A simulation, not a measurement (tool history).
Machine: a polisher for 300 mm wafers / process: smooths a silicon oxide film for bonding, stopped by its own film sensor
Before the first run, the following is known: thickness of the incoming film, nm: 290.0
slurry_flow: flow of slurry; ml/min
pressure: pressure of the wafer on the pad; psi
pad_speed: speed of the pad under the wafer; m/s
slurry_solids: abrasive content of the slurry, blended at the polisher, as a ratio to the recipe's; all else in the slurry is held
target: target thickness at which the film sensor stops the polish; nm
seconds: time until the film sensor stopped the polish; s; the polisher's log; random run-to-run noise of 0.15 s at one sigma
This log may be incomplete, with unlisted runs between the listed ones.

run,hour,slurry_flow,pressure,pad_speed,slurry_solids,target,seconds
1,0.0,150,2.7,0.88,1.0,269,24.039
2,3.1,150,2.5,0.88,1.0,269,25.187
3,6.1,185,2.5,0.88,1.0,269,24.419
4,6.7,185,2.5,0.88,1.0,272,21.273
5,14.7,185,2.6,0.88,1.0,272,20.636
6,19.0,185,2.7,0.88,1.0,272,19.830
7,24.6,190,2.8,0.88,1.0,272,19.287
8,27.9,190,2.9,0.88,1.0,272,18.344
9,35.1,190,3.0,0.88,1.0,272,17.732
10,43.5,190,3.1,0.88,1.0,272,17.232
11,49.4,200,3.3,0.88,1.0,272,16.003
12,51.6,205,3.5,0.88,1.0,272,14.727
13,55.0,210,3.5,0.88,1.0,272,15.112

Run 14, settings as shown, results not yet in. Your forecast:
14,63.6,210,3.5,0.88,1.0,272,?

seconds: 15.036 s

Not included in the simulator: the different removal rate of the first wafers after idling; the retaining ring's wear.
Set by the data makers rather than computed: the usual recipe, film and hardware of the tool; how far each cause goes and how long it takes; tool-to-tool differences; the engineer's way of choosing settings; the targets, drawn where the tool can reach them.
